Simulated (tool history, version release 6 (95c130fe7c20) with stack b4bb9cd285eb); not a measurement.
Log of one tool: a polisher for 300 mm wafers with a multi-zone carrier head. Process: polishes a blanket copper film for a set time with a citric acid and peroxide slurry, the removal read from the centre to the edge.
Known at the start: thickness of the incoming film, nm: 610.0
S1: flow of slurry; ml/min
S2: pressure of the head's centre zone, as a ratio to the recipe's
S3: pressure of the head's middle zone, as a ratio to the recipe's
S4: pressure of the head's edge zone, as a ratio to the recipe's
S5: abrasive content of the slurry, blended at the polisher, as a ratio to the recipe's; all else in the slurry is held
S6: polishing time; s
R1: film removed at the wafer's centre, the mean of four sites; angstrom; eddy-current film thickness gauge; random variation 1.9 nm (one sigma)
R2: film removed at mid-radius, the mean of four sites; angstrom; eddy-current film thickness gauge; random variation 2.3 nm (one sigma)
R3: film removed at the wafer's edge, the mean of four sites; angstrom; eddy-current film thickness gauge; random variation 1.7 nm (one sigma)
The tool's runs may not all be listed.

Run 1, hour 0: S1 180 ml/min, S2 1, S3 1, S4 1, S5 1, S6 62 s. Result: R1 1119.3 angstrom, R2 1038.8 angstrom, R3 1144.2 angstrom.
Run 2, hour 4.3: S1 210 ml/min, S2 1, S3 1, S4 1, S5 1, S6 62 s. Result: R1 1154.2 angstrom, R2 1063 angstrom, R3 1154.5 angstrom.
Run 3, hour 11.2: S1 240 ml/min, S2 1, S3 1, S4 1, S5 1, S6 62 s. Result: R1 1158 angstrom, R2 1070.6 angstrom, R3 1162.8 angstrom.
Run 4, hour 13.3: S1 240 ml/min, S2 1, S3 1, S4 0.92, S5 1, S6 62 s. Result: R1 1155.5 angstrom, R2 1100.8 angstrom, R3 1123.3 angstrom.
Run 5, hour 19.1: S1 240 ml/min, S2 1.07, S3 1, S4 0.92, S5 1, S6 62 s. Result: R1 1232.6 angstrom, R2 1123.2 angstrom, R3 1127.6 angstrom.
Run 6, hour 24.6: S1 240 ml/min, S2 1.07, S3 1, S4 0.92, S5 1.15, S6 62 s. Result: R1 1217 angstrom, R2 1091.1 angstrom, R3 1137.3 angstrom.
Run 7, hour 26.2: S1 240 ml/min, S2 1.01, S3 1.03, S4 0.96, S5 1.2, S6 69 s. Result: R1 1308.2 angstrom, R2 1260.3 angstrom, R3 1301.6 angstrom.
Run 8, hour 31.6: S1 235 ml/min, S2 0.97, S3 1.04, S4 0.99, S5 1.25, S6 74 s. Result: R1 1353.2 angstrom, R2 1391.1 angstrom, R3 1450.5 angstrom.
Run 9, hour 38.2: S1 245 ml/min, S2 0.93, S3 1.08, S4 1.09, S5 1.5, S6 83 s. Result: R1 1516.2 angstrom, R2 1655.2 angstrom, R3 1748 angstrom.
Run 10, hour 46.1: S1 245 ml/min, S2 0.92, S3 1.08, S4 1.1, S5 1.5, S6 84 s. Result: R1 1538.4 angstrom, R2 1657 angstrom, R3 1755.8 angstrom.
Run 11, hour 52.1: S1 245 ml/min, S2 0.92, S3 1.08, S4 1.1, S5 1.5, S6 84 s. Result: R1 1543.2 angstrom, R2 1696.9 angstrom, R3 1773.2 angstrom.
At hour 52.8: worn pad replaced by a new one.
Run 12, hour 52.8: S1 245 ml/min, S2 0.91, S3 1.07, S4 1.12, S5 1.5, S6 85 s. Result: R1 1677.7 angstrom, R2 1831.4 angstrom, R3 1942.3 angstrom.

The next listed run, before its measurement:
Run 13, hour 56.2: S1 230 ml/min, S2 0.9, S3 1.06, S4 1.12, S5 1.5, S6 85 s. Result: R1 ?, R2 ?, R3 ?.

{"run 13": {"R1": 1641.5, "R2": 1837.5, "R3": 1950.2}}
